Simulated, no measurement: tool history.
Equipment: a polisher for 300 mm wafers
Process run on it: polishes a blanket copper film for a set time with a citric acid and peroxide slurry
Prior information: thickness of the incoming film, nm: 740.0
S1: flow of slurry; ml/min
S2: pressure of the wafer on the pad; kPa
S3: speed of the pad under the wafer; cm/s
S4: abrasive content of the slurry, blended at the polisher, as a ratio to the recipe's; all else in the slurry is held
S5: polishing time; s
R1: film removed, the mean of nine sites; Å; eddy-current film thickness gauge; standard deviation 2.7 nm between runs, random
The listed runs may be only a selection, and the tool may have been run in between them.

run	hour	S1	S2	S3	S4	S5	R1
1	0.0	205	22.1	104	1.0	49	1417.6
2	8.6	205	24.8	104	1.0	49	1557.3
3	13.7	205	26.2	104	1.0	49	1633.3
4	17.1	205	26.2	104	0.9	49	1566.3
5	21.9	205	27.6	104	0.9	49	1686.6
6	29.5	205	29.0	104	0.9	49	1728.3
7	30.6	205	29.6	104	0.9	49	1782.2
8	35.7	205	30.3	104	0.9	49	1806.8

Predict the results of run 9:
9	36.9	205	31.0	104	0.9	49	?

{"run 9": {"R1": 1832.5}}
